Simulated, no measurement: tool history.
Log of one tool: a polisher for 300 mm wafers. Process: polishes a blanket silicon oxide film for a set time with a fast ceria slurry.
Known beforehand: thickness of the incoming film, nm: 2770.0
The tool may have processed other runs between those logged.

run	hour	flow of slurry (ml/min)	pressure of the wafer on the pad (psi)	speed of the pad under the wafer (cm/s)	polishing time (s)	film removed (angstrom)
1	0.0	300	3.2	88	35	4931.6
2	0.6	300	3.3	88	35	5028.9
3	7.6	300	3.3	98	35	5601.1
4	11.2	300	3.5	98	35	5898.0
5	13.1	230	3.5	98	35	5654.7
6	19.0	230	3.0	98	35	5050.3
7	19.8	235	3.1	98	35	5133.8
8	26.7	245	3.2	98	35	5332.8
9	31.8	250	3.3	98	35	5445.9
10	38.7	260	3.4	98	35	5630.6
11	45.5	265	3.4	98	35	5636.8
12	48.1	270	3.4	98	35	5637.3
13	55.9	275	3.4	98	35	5645.8

Run 14 is up next; what results do you expect?
14	63.3	280	3.4	98	35	?

film removed (angstrom): 5583.9
